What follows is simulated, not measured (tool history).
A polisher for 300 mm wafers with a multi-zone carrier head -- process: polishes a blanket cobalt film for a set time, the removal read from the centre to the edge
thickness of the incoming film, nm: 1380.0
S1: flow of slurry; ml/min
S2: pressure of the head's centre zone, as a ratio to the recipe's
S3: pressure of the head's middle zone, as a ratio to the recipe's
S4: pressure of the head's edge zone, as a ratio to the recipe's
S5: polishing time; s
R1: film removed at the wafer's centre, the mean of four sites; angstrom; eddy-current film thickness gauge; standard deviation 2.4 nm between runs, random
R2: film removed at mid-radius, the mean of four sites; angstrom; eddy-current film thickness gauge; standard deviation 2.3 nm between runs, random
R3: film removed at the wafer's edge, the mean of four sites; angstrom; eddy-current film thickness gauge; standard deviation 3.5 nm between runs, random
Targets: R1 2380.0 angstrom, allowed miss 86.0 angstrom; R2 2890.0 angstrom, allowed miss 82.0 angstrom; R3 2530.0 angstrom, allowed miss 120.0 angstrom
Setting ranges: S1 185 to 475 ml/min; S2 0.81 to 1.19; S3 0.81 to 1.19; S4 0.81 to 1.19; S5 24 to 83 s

run,hour,S1,S2,S3,S4,S5,R1,R2,R3
1,0.0,305,1.00,1.00,1.00,53,2005.0,1990.7,1974.2
2,4.2,305,1.00,1.00,0.93,53,2073.1,1972.5,1907.8
3,6.9,305,1.00,0.97,0.93,53,2030.9,1915.8,2003.9
4,15.3,305,1.00,0.97,0.97,53,2003.5,1928.9,1985.6
5,22.0,305,1.00,0.97,0.89,53,2017.0,1925.2,1914.5
6,24.9,305,1.03,0.97,0.89,53,2066.3,1921.0,1883.5
7,32.9,310,0.98,1.02,0.92,56,2102.6,2156.5,2071.9
8,35.2,320,0.97,1.05,0.94,58,2151.6,2218.9,2171.0
9,39.8,300,0.95,1.09,0.93,61,2188.5,2446.7,2223.8
10,43.3,305,0.94,1.11,0.94,63,2260.1,2556.6,2285.4
11,50.5,315,0.93,1.12,0.95,64,2272.5,2672.6,2426.7
12,53.2,380,0.96,1.18,0.95,64,2406.1,2784.5,2373.6

Of the 5 settings listed for the next run, only one would bring every result within its allowed miss of target. Which one?
A,55.9,300,1.04,1.17,0.97,60,?,?,?
B,55.9,375,0.92,1.17,0.97,66,?,?,?
C,55.9,365,1.05,1.19,1.00,61,?,?,?
D,55.9,390,0.98,1.09,1.01,65,?,?,?
E,55.9,475,1.00,1.13,0.81,63,?,?,?

move,R1,R2,R3
A,2397.1,2551.7,2182.8
B,2377.7,2860.1,2434.7
C,2505.4,2675.1,2279.2
D,2502.1,2657.0,2452.9
E,2511.3,2691.1,2168.3
A: further off than the last run
B: all results land within tolerance of their targets
C: further off than the last run
D: meets the target for the result that was furthest off, but another lies outside its allowed miss
E: further off than the last run
B meets every target.
